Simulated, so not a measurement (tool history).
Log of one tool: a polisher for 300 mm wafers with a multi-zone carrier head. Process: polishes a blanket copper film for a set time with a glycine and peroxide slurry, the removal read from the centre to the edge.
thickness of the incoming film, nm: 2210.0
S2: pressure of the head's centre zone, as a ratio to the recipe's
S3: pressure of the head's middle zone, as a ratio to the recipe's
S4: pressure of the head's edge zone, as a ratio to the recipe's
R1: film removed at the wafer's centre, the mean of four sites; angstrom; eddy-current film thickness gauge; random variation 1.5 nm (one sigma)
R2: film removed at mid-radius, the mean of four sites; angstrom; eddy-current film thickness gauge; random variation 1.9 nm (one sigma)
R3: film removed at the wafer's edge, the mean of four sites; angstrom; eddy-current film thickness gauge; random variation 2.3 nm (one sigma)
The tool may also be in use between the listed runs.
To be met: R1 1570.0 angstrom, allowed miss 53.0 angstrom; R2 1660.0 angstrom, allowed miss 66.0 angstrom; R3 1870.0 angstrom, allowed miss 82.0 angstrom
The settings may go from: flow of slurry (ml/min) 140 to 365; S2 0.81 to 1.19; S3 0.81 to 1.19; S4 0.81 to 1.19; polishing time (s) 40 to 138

run 1 hour=0.0 | flow_of_slurry_(ml/min)=235 S2=1.00 S3=1.00 S4=1.00 polishing_time_(s)=88 | R1=2751.3 R2=2783.2 R3=2747.8
run 2 hour=5.6 | flow_of_slurry_(ml/min)=235 S2=1.00 S3=1.00 S4=1.00 polishing_time_(s)=96 | R1=2957.3 R2=3036.1 R3=3018.6
run 3 hour=6.9 | flow_of_slurry_(ml/min)=235 S2=1.00 S3=1.00 S4=0.92 polishing_time_(s)=96 | R1=2928.1 R2=3038.9 R3=2897.3
run 4 hour=13.9 | flow_of_slurry_(ml/min)=235 S2=0.94 S3=1.00 S4=0.92 polishing_time_(s)=96 | R1=2808.5 R2=3034.2 R3=2900.1
run 5 hour=22.5 | flow_of_slurry_(ml/min)=270 S2=0.94 S3=1.00 S4=0.92 polishing_time_(s)=96 | R1=2817.8 R2=3104.2 R3=2960.6
run 6 hour=31.0 | flow_of_slurry_(ml/min)=270 S2=0.94 S3=1.00 S4=0.95 polishing_time_(s)=96 | R1=2873.6 R2=3051.7 R3=2986.4
run 7 hour=32.9 | flow_of_slurry_(ml/min)=255 S2=0.92 S3=0.99 S4=0.96 polishing_time_(s)=90 | R1=2615.7 R2=2804.4 R3=2814.1
run 8 hour=38.3 | flow_of_slurry_(ml/min)=250 S2=0.90 S3=0.98 S4=0.96 polishing_time_(s)=85 | R1=2415.6 R2=2641.4 R3=2669.4
run 9 hour=41.8 | flow_of_slurry_(ml/min)=245 S2=0.89 S3=0.96 S4=0.95 polishing_time_(s)=81 | R1=2212.3 R2=2457.1 R3=2521.4
run 10 hour=47.3 | flow_of_slurry_(ml/min)=240 S2=0.89 S3=0.94 S4=0.94 polishing_time_(s)=78 | R1=2137.0 R2=2371.0 R3=2382.0
run 11 hour=53.8 | flow_of_slurry_(ml/min)=240 S2=0.89 S3=0.92 S4=0.95 polishing_time_(s)=75 | R1=2060.4 R2=2223.2 R3=2303.5
run 12 hour=59.3 | flow_of_slurry_(ml/min)=235 S2=0.88 S3=0.90 S4=0.95 polishing_time_(s)=73 | R1=1981.4 R2=2099.3 R3=2269.3
run 13 hour=60.8 | flow_of_slurry_(ml/min)=230 S2=0.87 S3=0.89 S4=0.94 polishing_time_(s)=71 | R1=1938.0 R2=2034.6 R3=2123.4
run 14 hour=62.9 | flow_of_slurry_(ml/min)=210 S2=0.81 S3=0.82 S4=1.04 polishing_time_(s)=56 | R1=1371.5 R2=1459.4 R3=1756.6
run 15 hour=67.2 | flow_of_slurry_(ml/min)=220 S2=0.82 S3=0.83 S4=1.04 polishing_time_(s)=56 | R1=1388.8 R2=1508.0 R3=1741.3
run 16 hour=73.4 | flow_of_slurry_(ml/min)=225 S2=0.83 S3=0.83 S4=1.04 polishing_time_(s)=57 | R1=1448.9 R2=1506.8 R3=1837.9
run 17 hour=80.8 | flow_of_slurry_(ml/min)=230 S2=0.84 S3=0.84 S4=1.03 polishing_time_(s)=57 | R1=1477.7 R2=1530.1 R3=1798.0

Which of these 5 next moves meets every target?
run A hour=88.2 | flow_of_slurry_(ml/min)=270 S2=0.86 S3=0.81 S4=1.13 polishing_time_(s)=62 | R1=? R2=? R3=?
run B hour=88.2 | flow_of_slurry_(ml/min)=220 S2=0.81 S3=0.81 S4=1.06 polishing_time_(s)=64 | R1=? R2=? R3=?
run C hour=88.2 | flow_of_slurry_(ml/min)=270 S2=0.97 S3=0.81 S4=0.97 polishing_time_(s)=53 | R1=? R2=? R3=?
run D hour=88.2 | flow_of_slurry_(ml/min)=245 S2=0.86 S3=0.87 S4=1.04 polishing_time_(s)=59 | R1=? R2=? R3=?
run E hour=88.2 | flow_of_slurry_(ml/min)=230 S2=0.94 S3=0.81 S4=1.08 polishing_time_(s)=58 | R1=? R2=? R3=?

move=A R1=1699.3 R2=1689.0 R3=2103.0
move=B R1=1609.0 R2=1703.8 R3=2080.3
move=C R1=1640.1 R2=1443.3 R3=1696.2
move=D R1=1599.0 R2=1686.5 R3=1920.7
move=E R1=1704.7 R2=1551.4 R3=1906.6
A: brings the result that was furthest off to its target, and leaves another outside
B: brings the result that was furthest off to its target, and leaves another outside
C: further off than the last run
D: meets every target
E: further off than the last run
Answer: D
